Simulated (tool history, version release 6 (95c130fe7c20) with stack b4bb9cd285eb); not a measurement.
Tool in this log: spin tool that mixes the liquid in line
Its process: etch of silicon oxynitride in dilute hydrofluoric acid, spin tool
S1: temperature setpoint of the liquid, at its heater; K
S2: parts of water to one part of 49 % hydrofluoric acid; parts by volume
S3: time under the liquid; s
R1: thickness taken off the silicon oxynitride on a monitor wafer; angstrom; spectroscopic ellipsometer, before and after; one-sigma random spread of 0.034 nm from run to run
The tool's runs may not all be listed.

{"run": 1, "hour": 0.0, "S1": 295.15, "S2": 235, "S3": 305, "R1": 33.705}
{"run": 2, "hour": 5.2, "S1": 294.65, "S2": 240, "S3": 305, "R1": 32.892}
{"run": 3, "hour": 6.8, "S1": 294.65, "S2": 240, "S3": 325, "R1": 35.016}
{"run": 4, "hour": 10.2, "S1": 294.15, "S2": 245, "S3": 325, "R1": 33.129}
{"run": 5, "hour": 15.2, "S1": 294.15, "S2": 245, "S3": 325, "R1": 32.847}
{"run": 6, "hour": 16.3, "S1": 293.65, "S2": 245, "S3": 325, "R1": 32.688}

Run 7 has not been measured yet. What should we expect?
{"run": 7, "hour": 21.1, "S1": 293.15, "S2": 250, "S3": 325, "R1": "?"}

R1: 30.918 angstrom
